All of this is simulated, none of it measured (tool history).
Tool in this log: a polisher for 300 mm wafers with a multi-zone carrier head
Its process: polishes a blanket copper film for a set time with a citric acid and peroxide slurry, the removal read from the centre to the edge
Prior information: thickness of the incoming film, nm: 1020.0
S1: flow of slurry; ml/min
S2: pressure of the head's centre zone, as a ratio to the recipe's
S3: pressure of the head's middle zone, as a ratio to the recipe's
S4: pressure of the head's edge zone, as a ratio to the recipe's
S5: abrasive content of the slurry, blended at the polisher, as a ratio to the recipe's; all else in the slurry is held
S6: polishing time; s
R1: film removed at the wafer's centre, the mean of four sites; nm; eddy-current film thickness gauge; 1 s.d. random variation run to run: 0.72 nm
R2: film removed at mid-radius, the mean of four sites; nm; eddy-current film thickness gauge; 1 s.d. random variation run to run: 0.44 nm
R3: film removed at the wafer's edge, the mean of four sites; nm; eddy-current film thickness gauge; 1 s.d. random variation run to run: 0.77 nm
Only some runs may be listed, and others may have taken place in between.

Run 1, hour 0: S1 265 ml/min, S2 1, S3 1, S4 1, S5 1, S6 40 s. Result: R1 105.29 nm, R2 117.22 nm, R3 115.2 nm.
Run 2, hour 8.3: S1 265 ml/min, S2 1, S3 0.93, S4 1, S5 1, S6 40 s. Result: R1 104.32 nm, R2 113.54 nm, R3 114.51 nm.
Run 3, hour 9.4: S1 265 ml/min, S2 1, S3 0.99, S4 1, S5 1, S6 40 s. Result: R1 105.26 nm, R2 114.97 nm, R3 115.8 nm.
Run 4, hour 10.2: S1 265 ml/min, S2 1, S3 0.99, S4 0.95, S5 1, S6 40 s. Result: R1 105.11 nm, R2 118.03 nm, R3 113.99 nm.
At hour 18.3: centre zone pressure recalibrated.
Run 5, hour 18.3: S1 260 ml/min, S2 1.01, S3 0.97, S4 0.96, S5 0.95, S6 38 s. Result: R1 112.23 nm, R2 107.4 nm, R3 104.41 nm.
Run 6, hour 19.6: S1 260 ml/min, S2 1.01, S3 0.97, S4 0.96, S5 0.85, S6 38 s. Result: R1 106.8 nm, R2 104.21 nm, R3 101.75 nm.
Run 7, hour 21.1: S1 255 ml/min, S2 0.99, S3 0.95, S4 0.97, S5 0.8, S6 36 s. Result: R1 97.984 nm, R2 96.088 nm, R3 97.682 nm.
Run 8, hour 21.6: S1 250 ml/min, S2 0.97, S3 0.94, S4 0.96, S5 0.75, S6 34 s. Result: R1 90.414 nm, R2 88.585 nm, R3 87.465 nm.
Run 9, hour 24.4: S1 245 ml/min, S2 0.96, S3 0.92, S4 0.97, S5 0.7, S6 33 s. Result: R1 83.506 nm, R2 83.403 nm, R3 84.89 nm.
Run 10, hour 28.9: S1 240 ml/min, S2 0.95, S3 0.9, S4 0.97, S5 0.65, S6 32 s. Result: R1 78.819 nm, R2 76.569 nm, R3 79.248 nm.
Run 11, hour 37.8: S1 190 ml/min, S2 0.85, S3 0.81, S4 0.9, S5 0.5, S6 32 s. Result: R1 63.598 nm, R2 65.139 nm, R3 68.19 nm.

What will run 12 give?
Run 12, hour 40.3: S1 190 ml/min, S2 0.85, S3 0.81, S4 0.9, S5 0.5, S6 32 s. Result: R1 ?, R2 ?, R3 ?.

R1: 63.182 nm
R2: 64.653 nm
R3: 70.067 nm
